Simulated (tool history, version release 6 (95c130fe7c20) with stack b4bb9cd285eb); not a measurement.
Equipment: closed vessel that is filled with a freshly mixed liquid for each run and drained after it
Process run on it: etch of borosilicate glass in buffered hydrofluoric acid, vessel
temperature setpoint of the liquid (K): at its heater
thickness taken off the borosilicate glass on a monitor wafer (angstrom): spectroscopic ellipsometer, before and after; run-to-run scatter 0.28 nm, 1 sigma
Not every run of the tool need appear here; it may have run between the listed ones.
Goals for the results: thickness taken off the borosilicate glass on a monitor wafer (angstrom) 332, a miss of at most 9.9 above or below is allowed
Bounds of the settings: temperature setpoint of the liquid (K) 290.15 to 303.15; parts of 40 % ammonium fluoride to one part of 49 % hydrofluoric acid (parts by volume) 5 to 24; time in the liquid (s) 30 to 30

| run | day | temperature setpoint of the liquid (K) | parts of 40 % ammonium fluoride to one part of 49 % hydrofluoric acid (parts by volume) | time in the liquid (s) | thickness taken off the borosilicate glass on a monitor wafer (angstrom) |
|---|---|---|---|---|---|
| 1 | 0 | 295.15 | 14.5 | 30 | 196.33 |
| 2 | 0.133 | 295.15 | 10.5 | 30 | 269.05 |
| 3 | 0.379 | 293.15 | 10.5 | 30 | 244.77 |
| 4 | 0.696 | 294.65 | 10.5 | 30 | 266.48 |
| 5 | 0.929 | 292.15 | 10.5 | 30 | 234.71 |
| 6 | 1.012 | 292.15 | 10.5 | 30 | 231.23 |
| 7 | 1.171 | 292.15 | 10.5 | 30 | 229.88 |
| 8 | 1.208 | 293.65 | 10.5 | 30 | 252.57 |
| 9 | 1.308 | 294.65 | 10.5 | 30 | 265.48 |
| 10 | 1.4 | 295.65 | 10.5 | 30 | 277.96 |
| 11 | 1.6 | 296.65 | 10.5 | 30 | 297.98 |
| 12 | 1.683 | 297.15 | 10.5 | 30 | 306.81 |
| 13 | 1.829 | 297.15 | 10.5 | 30 | 306.13 |

Exercise: of the 5 proposed moves below, exactly one satisfies all targets within the stated allowed misses. Which move is it?
| A | 1.975 | 295.65 | 8 | 30 | ? |
| B | 1.975 | 295.65 | 9.5 | 30 | ? |
| C | 1.975 | 298.15 | 9 | 30 | ? |
| D | 1.975 | 294.65 | 7.5 | 30 | ? |
| E | 1.975 | 294.15 | 8 | 30 | ? |

| move | thickness taken off the borosilicate glass on a monitor wafer (angstrom) |
|---|---|
| A | 361.12 |
| B | 306.24 |
| C | 362.46 |
| D | 367.44 |
| E | 333.01 |
A: the result that was furthest off in the last run now lies on the other side of its target
B: no nearer and no further than the last run
C: the result that was furthest off in the last run now lies on the other side of its target
D: the result that was furthest off in the last run now lies on the other side of its target
E: hits every target within its allowed miss
E is the move that brings every result within its allowed miss.
